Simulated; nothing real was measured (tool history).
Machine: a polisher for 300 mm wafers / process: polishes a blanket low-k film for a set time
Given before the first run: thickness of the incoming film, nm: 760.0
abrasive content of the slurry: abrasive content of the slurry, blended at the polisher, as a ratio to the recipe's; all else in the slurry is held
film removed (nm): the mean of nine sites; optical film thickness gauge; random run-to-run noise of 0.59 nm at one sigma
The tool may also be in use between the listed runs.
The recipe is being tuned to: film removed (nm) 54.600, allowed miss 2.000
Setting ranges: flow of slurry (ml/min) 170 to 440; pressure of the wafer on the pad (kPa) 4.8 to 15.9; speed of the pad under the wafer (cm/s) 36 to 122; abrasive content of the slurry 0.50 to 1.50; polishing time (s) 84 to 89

| run | day | flow of slurry (ml/min) | pressure of the wafer on the pad (kPa) | speed of the pad under the wafer (cm/s) | abrasive content of the slurry | polishing time (s) | film removed (nm) |
|---|---|---|---|---|---|---|---|
| 1 | 0.000 | 280 | 10.3 | 78 | 1.00 | 84 | 22.941 |
| 2 | 0.133 | 280 | 11.0 | 82 | 1.00 | 84 | 25.262 |
| 3 | 0.300 | 280 | 11.0 | 82 | 1.00 | 89 | 26.531 |
| 4 | 0.538 | 280 | 11.0 | 82 | 1.00 | 89 | 27.112 |
| 5 | 0.812 | 280 | 11.0 | 72 | 1.00 | 89 | 24.521 |
| 6 | 0.871 | 280 | 11.7 | 78 | 1.00 | 89 | 27.293 |
| 7 | 1.146 | 280 | 11.7 | 78 | 1.00 | 89 | 27.730 |
| 8 | 1.254 | 280 | 12.4 | 82 | 1.00 | 89 | 29.797 |
| 9 | 1.312 | 280 | 13.1 | 88 | 1.00 | 89 | 32.408 |
| 10 | 1.596 | 280 | 13.8 | 92 | 1.00 | 89 | 35.797 |
|  | 1.792 | conditioning disc replaced and pad reconditioned |
| 11 | 1.792 | 285 | 15.9 | 114 | 1.05 | 89 | 58.942 |

Consider the 4 candidate settings below. Which is the only one whose results all fall within their allowed miss of target?
| A | 1.988 | 265 | 15.2 | 116 | 1.10 | 85 | ? |
| B | 1.988 | 295 | 15.9 | 122 | 0.85 | 84 | ? |
| C | 1.988 | 305 | 15.2 | 106 | 1.00 | 86 | ? |
| D | 1.988 | 295 | 15.9 | 112 | 1.15 | 87 | ? |

| move | film removed (nm) |
|---|---|
| A | 55.914 |
| B | 50.467 |
| C | 50.314 |
| D | 60.369 |
A: each result inside its tolerance
B: pushes the last run's worst result past its target
C: pushes the last run's worst result past its target
D: its largest miss is bigger than the last run's
Answer: A

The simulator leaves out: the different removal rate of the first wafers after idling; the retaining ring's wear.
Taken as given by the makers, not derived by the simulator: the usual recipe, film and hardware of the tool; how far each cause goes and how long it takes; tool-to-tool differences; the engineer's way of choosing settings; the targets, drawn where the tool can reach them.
